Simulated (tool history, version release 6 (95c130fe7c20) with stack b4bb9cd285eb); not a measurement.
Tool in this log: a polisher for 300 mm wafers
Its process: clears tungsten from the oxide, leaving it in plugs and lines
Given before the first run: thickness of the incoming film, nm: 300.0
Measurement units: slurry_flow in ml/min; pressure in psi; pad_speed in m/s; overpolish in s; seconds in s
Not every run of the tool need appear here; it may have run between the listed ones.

{"run": 1, "day": 0.0, "slurry_flow": 200, "pressure": 3.2, "pad_speed": 1.38, "slurry_solids": 1, "overpolish": 41, "seconds": 62.488}
{"run": 2, "day": 0.233, "slurry_flow": 200, "pressure": 3.2, "pad_speed": 1.38, "slurry_solids": 1.15, "overpolish": 41, "seconds": 60.056}
{"run": 3, "day": 0.583, "slurry_flow": 195, "pressure": 2.9, "pad_speed": 1.38, "slurry_solids": 1.15, "overpolish": 41, "seconds": 67.587}
{"run": 4, "day": 0.879, "slurry_flow": 195, "pressure": 2.9, "pad_speed": 1.38, "slurry_solids": 1.15, "overpolish": 41, "seconds": 66.753}
{"run": 5, "day": 1.242, "slurry_flow": 165, "pressure": 2.9, "pad_speed": 1.38, "slurry_solids": 1.15, "overpolish": 41, "seconds": 68.117}
{"run": 6, "day": 1.617, "slurry_flow": 165, "pressure": 2.6, "pad_speed": 1.38, "slurry_solids": 1.15, "overpolish": 41, "seconds": 77.116}
{"run": 7, "day": 1.862, "slurry_flow": 160, "pressure": 2.5, "pad_speed": 1.38, "slurry_solids": 1.15, "overpolish": 41, "seconds": 79.9}

The next listed run, before its measurement:
{"run": 8, "day": 1.925, "slurry_flow": 155, "pressure": 2.5, "pad_speed": 1.38, "slurry_solids": 1.15, "overpolish": 41, "seconds": "?"}

For run 8 the tool returned seconds 78.499 s.
